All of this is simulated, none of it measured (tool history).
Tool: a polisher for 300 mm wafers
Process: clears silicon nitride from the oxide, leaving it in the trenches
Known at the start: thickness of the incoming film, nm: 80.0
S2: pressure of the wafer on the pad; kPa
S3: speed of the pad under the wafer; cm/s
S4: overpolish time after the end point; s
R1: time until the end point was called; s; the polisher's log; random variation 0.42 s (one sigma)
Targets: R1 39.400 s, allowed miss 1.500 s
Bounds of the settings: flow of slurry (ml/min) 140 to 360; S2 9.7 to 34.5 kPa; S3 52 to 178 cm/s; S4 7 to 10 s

run 1 day=0.000 | flow_of_slurry_(ml/min)=230 S2=22.1 S3=114 S4=10 | R1=60.022
run 2 day=0.204 | flow_of_slurry_(ml/min)=230 S2=17.9 S3=114 S4=10 | R1=74.960
run 3 day=0.267 | flow_of_slurry_(ml/min)=230 S2=20.7 S3=114 S4=10 | R1=63.424
run 4 day=0.333 | flow_of_slurry_(ml/min)=230 S2=22.8 S3=114 S4=10 | R1=58.791
run 5 day=0.546 | flow_of_slurry_(ml/min)=230 S2=24.1 S3=114 S4=10 | R1=55.708
run 6 day=0.904 | flow_of_slurry_(ml/min)=230 S2=25.5 S3=114 S4=10 | R1=51.705
run 7 day=0.992 | flow_of_slurry_(ml/min)=230 S2=26.9 S3=114 S4=10 | R1=49.701
run 8 day=1.217 | flow_of_slurry_(ml/min)=230 S2=28.3 S3=114 S4=10 | R1=47.658
run 9 day=1.350 | flow_of_slurry_(ml/min)=230 S2=29.0 S3=114 S4=10 | R1=46.128
run 10 day=1.521 | flow_of_slurry_(ml/min)=230 S2=29.6 S3=114 S4=10 | R1=45.502
run 11 day=1.621 | flow_of_slurry_(ml/min)=230 S2=30.3 S3=114 S4=10 | R1=45.025
run 12 day=1.950 | flow_of_slurry_(ml/min)=230 S2=31.0 S3=114 S4=10 | R1=43.716

5 next moves are on the table. One of them brings every result within its allowed miss. Which?
run A day=2.279 | flow_of_slurry_(ml/min)=255 S2=34.5 S3=112 S4=7 | R1=?
run B day=2.279 | flow_of_slurry_(ml/min)=245 S2=29.0 S3=106 S4=10 | R1=?
run C day=2.279 | flow_of_slurry_(ml/min)=225 S2=30.3 S3=102 S4=10 | R1=?
run D day=2.279 | flow_of_slurry_(ml/min)=205 S2=29.0 S3=106 S4=10 | R1=?
run E day=2.279 | flow_of_slurry_(ml/min)=175 S2=34.5 S3=90 S4=9 | R1=?

move=A R1=39.009
move=B R1=48.936
move=C R1=48.819
move=D R1=49.547
move=E R1=49.472
A: meets every target
B: further off than the last run
C: further off than the last run
D: further off than the last run
E: further off than the last run
Answer: A

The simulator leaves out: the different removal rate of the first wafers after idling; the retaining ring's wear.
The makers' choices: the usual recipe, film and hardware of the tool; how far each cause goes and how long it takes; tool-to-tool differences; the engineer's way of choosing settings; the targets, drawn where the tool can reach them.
